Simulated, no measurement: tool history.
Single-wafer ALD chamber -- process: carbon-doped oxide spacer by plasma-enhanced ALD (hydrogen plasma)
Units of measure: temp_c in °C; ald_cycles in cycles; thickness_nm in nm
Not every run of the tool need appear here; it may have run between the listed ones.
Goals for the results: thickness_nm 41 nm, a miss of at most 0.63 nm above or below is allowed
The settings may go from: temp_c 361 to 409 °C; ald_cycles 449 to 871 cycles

run,hour,temp_c,ald_cycles,thickness_nm
1,0,385,660,33.277
2,2.8,393,660,33.208
3,8.6,393,680,34.285
4,16.6,393,611,30.576
5,18.5,393,637,31.901
6,26,393,659,33.381
7,31.4,393,765,38.465
# hour 37.3: thermocouple changed; heater temperature recalibrated
8,37.3,393,771,38.824

Pick the move, out of 4, that brings all results within their allowed miss; only one does.
A,43.2,394,733,?
B,43.2,394,811,?
C,43.2,395,756,?
D,43.2,385,696,?

move,thickness_nm
A,36.666
B,40.568
C,37.817
D,34.815
A: its largest miss is bigger than the last run's
B: in spec on every target
C: its largest miss is bigger than the last run's
D: its largest miss is bigger than the last run's
Answer: B

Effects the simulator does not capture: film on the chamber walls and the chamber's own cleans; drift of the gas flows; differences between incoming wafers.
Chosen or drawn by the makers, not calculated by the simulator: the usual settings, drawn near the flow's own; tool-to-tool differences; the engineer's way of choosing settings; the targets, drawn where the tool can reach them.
